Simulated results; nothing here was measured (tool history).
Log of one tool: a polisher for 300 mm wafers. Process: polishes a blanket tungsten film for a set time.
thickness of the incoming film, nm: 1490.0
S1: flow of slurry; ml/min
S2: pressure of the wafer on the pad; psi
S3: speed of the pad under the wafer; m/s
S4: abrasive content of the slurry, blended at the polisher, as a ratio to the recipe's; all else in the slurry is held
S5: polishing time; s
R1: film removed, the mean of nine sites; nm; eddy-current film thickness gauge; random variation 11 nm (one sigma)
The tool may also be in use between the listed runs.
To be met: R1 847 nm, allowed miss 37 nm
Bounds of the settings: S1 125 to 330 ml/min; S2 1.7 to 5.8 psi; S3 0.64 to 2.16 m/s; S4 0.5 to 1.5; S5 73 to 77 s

| run | hour | S1 | S2 | S3 | S4 | S5 | R1 |
|---|---|---|---|---|---|---|---|
| 1 | 0 | 210 | 3.7 | 1.4 | 1 | 73 | 553.71 |
| 2 | 6.1 | 210 | 4.6 | 1.4 | 1 | 73 | 642.17 |
| 3 | 13.9 | 210 | 4.6 | 1.4 | 1.15 | 73 | 666.86 |
| 4 | 19 | 185 | 4.6 | 1.4 | 1.15 | 73 | 650.19 |
| 5 | 20.4 | 190 | 4.8 | 1.4 | 1.15 | 73 | 703.26 |
| 6 | 26 | 190 | 4.9 | 1.4 | 1.15 | 73 | 696.63 |
| 7 | 34.8 | 190 | 5.1 | 1.4 | 1.15 | 73 | 732.71 |
| 8 | 37.8 | 190 | 5.2 | 1.4 | 1.15 | 73 | 753.96 |
| 9 | 40.5 | 190 | 5.3 | 1.4 | 1.15 | 73 | 733.91 |
| 10 | 47 | 190 | 5.4 | 1.42 | 1.15 | 73 | 768.53 |
| 11 | 53.6 | 190 | 5.5 | 1.42 | 1.15 | 73 | 778.29 |

5 next moves are on the table. One of them brings every result within its allowed miss. Which?
| A | 60.2 | 180 | 5.2 | 1.14 | 1.5 | 77 | ? |
| B | 60.2 | 135 | 5.6 | 1.64 | 1.35 | 76 | ? |
| C | 60.2 | 180 | 5.8 | 1.4 | 1.15 | 77 | ? |
| D | 60.2 | 180 | 5.4 | 1.26 | 1.05 | 73 | ? |
| E | 60.2 | 200 | 5.8 | 1.32 | 1.1 | 73 | ? |

| move | R1 |
|---|---|
| A | 703.47 |
| B | 947.59 |
| C | 869.53 |
| D | 687.17 |
| E | 785.29 |
A: further off than the last run
B: takes the result that was furthest off past its target
C: meets every target
D: further off than the last run
E: nearer than the last run, and not there yet
The right move is C.

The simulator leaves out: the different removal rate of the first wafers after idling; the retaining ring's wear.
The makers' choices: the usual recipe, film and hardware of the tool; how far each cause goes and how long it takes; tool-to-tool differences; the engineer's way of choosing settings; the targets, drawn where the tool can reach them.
